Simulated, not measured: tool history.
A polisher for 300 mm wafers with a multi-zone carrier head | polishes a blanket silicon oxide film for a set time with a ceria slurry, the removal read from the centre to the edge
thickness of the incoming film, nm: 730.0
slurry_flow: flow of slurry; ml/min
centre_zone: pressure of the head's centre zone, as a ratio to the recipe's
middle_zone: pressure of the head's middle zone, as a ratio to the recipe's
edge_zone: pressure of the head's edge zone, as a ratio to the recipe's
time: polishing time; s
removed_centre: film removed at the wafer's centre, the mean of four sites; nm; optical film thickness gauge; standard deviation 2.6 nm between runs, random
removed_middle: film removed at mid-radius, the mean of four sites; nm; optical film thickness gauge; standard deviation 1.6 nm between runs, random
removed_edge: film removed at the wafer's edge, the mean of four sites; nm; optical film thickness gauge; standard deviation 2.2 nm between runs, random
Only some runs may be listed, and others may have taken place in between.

| run | hour | slurry_flow | centre_zone | middle_zone | edge_zone | time | removed_centre | removed_middle | removed_edge |
|---|---|---|---|---|---|---|---|---|---|
| 1 | 0 | 250 | 1 | 1 | 1 | 53 | 232.94 | 223.21 | 229.54 |
| 2 | 1.2 | 250 | 0.98 | 1.02 | 0.96 | 49 | 214.55 | 212.08 | 207.8 |
| 3 | 4.8 | 250 | 0.98 | 1.02 | 0.96 | 60 | 259.07 | 259.26 | 256.85 |
| 4 | 8.7 | 250 | 0.98 | 1.08 | 0.96 | 60 | 253.27 | 267.4 | 256.9 |
| 5 | 16.9 | 245 | 0.96 | 1.07 | 0.93 | 54 | 226.53 | 238.23 | 228.57 |
| 6 | 21 | 245 | 0.96 | 1.07 | 1 | 54 | 231.88 | 241.27 | 230.51 |

Run 7 has not been measured yet. What should we expect?
|  | 22.9 | centre zone pressure recalibrated |
| 7 | 22.9 | 245 | 0.95 | 1.08 | 0.99 | 49 | ? | ? | ? |

{"run 7": {"removed_centre": 194.03, "removed_middle": 221.19, "removed_edge": 207.93}}

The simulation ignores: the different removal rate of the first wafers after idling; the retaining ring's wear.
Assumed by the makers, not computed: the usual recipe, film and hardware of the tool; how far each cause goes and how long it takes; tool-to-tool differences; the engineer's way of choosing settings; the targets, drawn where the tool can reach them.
